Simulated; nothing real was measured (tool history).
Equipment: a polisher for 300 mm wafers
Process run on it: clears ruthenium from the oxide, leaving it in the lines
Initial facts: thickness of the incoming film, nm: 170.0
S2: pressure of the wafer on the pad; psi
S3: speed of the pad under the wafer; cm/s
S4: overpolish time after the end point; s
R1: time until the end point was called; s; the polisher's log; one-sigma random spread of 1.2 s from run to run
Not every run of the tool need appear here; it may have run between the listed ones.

run 1 hour=0 | flow_of_slurry_(ml/min)=135 S2=2.1 S3=124 S4=25 | R1=134.72
run 2 hour=3.7 | flow_of_slurry_(ml/min)=135 S2=2.1 S3=110 S4=25 | R1=151.03
run 3 hour=8.4 | flow_of_slurry_(ml/min)=135 S2=2.4 S3=118 S4=25 | R1=130.12
run 4 hour=12.9 | flow_of_slurry_(ml/min)=135 S2=2.4 S3=118 S4=27 | R1=127.77
run 5 hour=17.8 | flow_of_slurry_(ml/min)=110 S2=2.4 S3=118 S4=27 | R1=138.53
run 6 hour=20.7 | flow_of_slurry_(ml/min)=125 S2=2.6 S3=126 S4=27 | R1=112.79

Run 7, settings as shown, results not yet in. Your forecast:
run 7 hour=24.4 | flow_of_slurry_(ml/min)=135 S2=2.8 S3=130 S4=27 | R1=?

{"run 7": {"R1": 103}}
